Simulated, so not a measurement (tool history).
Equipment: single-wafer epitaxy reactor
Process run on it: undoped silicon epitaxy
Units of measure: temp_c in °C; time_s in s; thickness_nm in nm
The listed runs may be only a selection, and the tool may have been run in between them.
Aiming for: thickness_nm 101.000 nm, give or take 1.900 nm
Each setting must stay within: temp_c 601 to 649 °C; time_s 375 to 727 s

Run 1, hour 0.0: temp_c 625 °C, time_s 551 s. Result: thickness_nm 52.100 nm.
Run 2, hour 3.9: temp_c 616 °C, time_s 551 s. Result: thickness_nm 40.777 nm.
Run 3, hour 5.4: temp_c 608 °C, time_s 551 s. Result: thickness_nm 32.796 nm.
Run 4, hour 12.1: temp_c 608 °C, time_s 610 s. Result: thickness_nm 36.436 nm.
Run 5, hour 20.2: temp_c 608 °C, time_s 663 s. Result: thickness_nm 39.593 nm.
Run 6, hour 28.7: temp_c 620 °C, time_s 665 s. Result: thickness_nm 54.877 nm.
Run 7, hour 36.7: temp_c 627 °C, time_s 666 s. Result: thickness_nm 66.028 nm.
Run 8, hour 43.8: temp_c 632 °C, time_s 667 s. Result: thickness_nm 75.258 nm.
Run 9, hour 50.1: temp_c 636 °C, time_s 668 s. Result: thickness_nm 83.419 nm.
Run 10, hour 52.1: temp_c 638 °C, time_s 668 s. Result: thickness_nm 88.018 nm.
Run 11, hour 53.3: temp_c 640 °C, time_s 668 s. Result: thickness_nm 92.729 nm.
Run 12, hour 59.3: temp_c 641 °C, time_s 668 s. Result: thickness_nm 94.631 nm.
Run 13, hour 66.4: temp_c 642 °C, time_s 668 s. Result: thickness_nm 97.222 nm.

Next run, 5 choices. One meets every target within its allowed miss, the rest don't. Which?
Run A, hour 73.5: temp_c 644 °C, time_s 654 s. Result: thickness_nm ?.
Run B, hour 73.5: temp_c 647 °C, time_s 566 s. Result: thickness_nm ?.
Run C, hour 73.5: temp_c 640 °C, time_s 699 s. Result: thickness_nm ?.
Run D, hour 73.5: temp_c 638 °C, time_s 688 s. Result: thickness_nm ?.
Run E, hour 73.5: temp_c 644 °C, time_s 626 s. Result: thickness_nm ?.

move  thickness_nm
   A       100.270
   B        93.520
   C        96.920
   D        90.682
   E        95.982
A: hits every target within its allowed miss
B: moves away from the targets compared with the last run
C: moves away from the targets compared with the last run
D: moves away from the targets compared with the last run
E: moves away from the targets compared with the last run
So the answer is move A, the one that meets all the targets.
